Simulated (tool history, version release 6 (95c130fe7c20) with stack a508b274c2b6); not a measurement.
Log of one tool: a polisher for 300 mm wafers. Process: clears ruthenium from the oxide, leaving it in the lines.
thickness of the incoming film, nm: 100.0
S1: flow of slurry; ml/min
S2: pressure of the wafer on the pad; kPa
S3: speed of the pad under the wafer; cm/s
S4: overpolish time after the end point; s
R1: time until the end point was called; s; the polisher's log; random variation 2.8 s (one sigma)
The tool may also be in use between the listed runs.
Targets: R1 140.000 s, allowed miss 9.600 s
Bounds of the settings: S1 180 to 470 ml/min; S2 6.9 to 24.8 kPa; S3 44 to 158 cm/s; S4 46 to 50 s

{"run": 1, "hour": 0.0, "S1": 300, "S2": 15.9, "S3": 100, "S4": 46, "R1": 73.173}
{"run": 2, "hour": 7.6, "S1": 300, "S2": 13.8, "S3": 96, "S4": 46, "R1": 90.031}
{"run": 3, "hour": 16.0, "S1": 300, "S2": 13.8, "S3": 96, "S4": 50, "R1": 89.087}
{"run": 4, "hour": 20.4, "S1": 300, "S2": 12.4, "S3": 96, "S4": 50, "R1": 96.286}
{"run": 5, "hour": 22.8, "S1": 300, "S2": 12.4, "S3": 96, "S4": 46, "R1": 99.991}
{"run": 6, "hour": 27.4, "S1": 300, "S2": 11.7, "S3": 96, "S4": 46, "R1": 102.13}
{"run": 7, "hour": 33.1, "S1": 300, "S2": 11.0, "S3": 96, "S4": 46, "R1": 112.49}
{"run": 8, "hour": 34.8, "S1": 300, "S2": 10.3, "S3": 96, "S4": 46, "R1": 115.07}
{"run": 9, "hour": 37.7, "S1": 300, "S2": 10.3, "S3": 96, "S4": 46, "R1": 116.11}
{"run": 10, "hour": 44.7, "S1": 300, "S2": 9.7, "S3": 96, "S4": 46, "R1": 119.82}

Which of these 4 next moves meets every target?
{"run": "A", "hour": 51.7, "S1": 315, "S2": 11.0, "S3": 96, "S4": 46, "R1": "?"}
{"run": "B", "hour": 51.7, "S1": 255, "S2": 11.0, "S3": 94, "S4": 50, "R1": "?"}
{"run": "C", "hour": 51.7, "S1": 230, "S2": 11.7, "S3": 98, "S4": 47, "R1": "?"}
{"run": "D", "hour": 51.7, "S1": 355, "S2": 11.0, "S3": 72, "S4": 48, "R1": "?"}

move=A R1=111.260
move=B R1=115.730
move=C R1=106.320
move=D R1=142.880
A: further off than the last run
B: further off than the last run
C: further off than the last run
D: meets every target
Answer: D
